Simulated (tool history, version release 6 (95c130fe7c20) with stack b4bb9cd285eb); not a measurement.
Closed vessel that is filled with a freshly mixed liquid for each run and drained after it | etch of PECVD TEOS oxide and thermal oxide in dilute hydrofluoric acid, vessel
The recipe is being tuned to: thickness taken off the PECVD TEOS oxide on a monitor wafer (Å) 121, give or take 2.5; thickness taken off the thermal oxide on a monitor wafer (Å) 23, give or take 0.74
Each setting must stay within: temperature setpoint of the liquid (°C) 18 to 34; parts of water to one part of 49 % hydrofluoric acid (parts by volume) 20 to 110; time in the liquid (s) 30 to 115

run  hour  temperature setpoint of the liquid (°C)  parts of water to one part of 49 % hydrofluoric acid (parts by volume)  time in the liquid (s)  thickness taken off the PECVD TEOS oxide on a monitor wafer (Å)  thickness taken off the thermal oxide on a monitor wafer (Å)
  1     0                                       26                                                                      60                      60                                                           243.58                                                        46.651
  2   3.6                                       26                                                                      60                      75                                                           306.27                                                        58.404
  3  10.7                                       26                                                                      70                      75                                                           258.94                                                        49.796
  4  16.5                                       25                                                                      75                      75                                                           230.33                                                        44.297
  5  21.6                                       24                                                                      80                      75                                                           205.39                                                        39.421
  6  24.6                                       22                                                                      80                      75                                                           189.58                                                        35.769
  7  26.1                                     21.5                                                                      85                      75                                                            175.1                                                        32.489
  8  34.8                                       19                                                                     105                      75                                                           123.73                                                        23.757

Consider the 5 candidate settings below. Which is the only one whose results all fall within their allowed miss of target?
  A  43.5                                       21                                                                     105                      70                                                                ?                                                             ?
  B  43.5                                     18.5                                                                      95                      70                                                                ?                                                             ?
  C  43.5                                       18                                                                      75                      55                                                                ?                                                             ?
  D  43.5                                     19.5                                                                     100                      70                                                                ?                                                             ?
  E  43.5                                       18                                                                      85                      60                                                                ?                                                             ?

move  thickness taken off the PECVD TEOS oxide on a monitor wafer (Å)  thickness taken off the thermal oxide on a monitor wafer (Å)
   A                                                            126.7                                                         24.32
   B                                                           127.75                                                        24.522
   C                                                           127.25                                                        24.426
   D                                                           125.81                                                        24.151
   E                                                           121.15                                                        23.255
A: moves away from the targets compared with the last run
B: moves away from the targets compared with the last run
C: moves away from the targets compared with the last run
D: moves away from the targets compared with the last run
E: every result within its allowed miss
E meets every target.
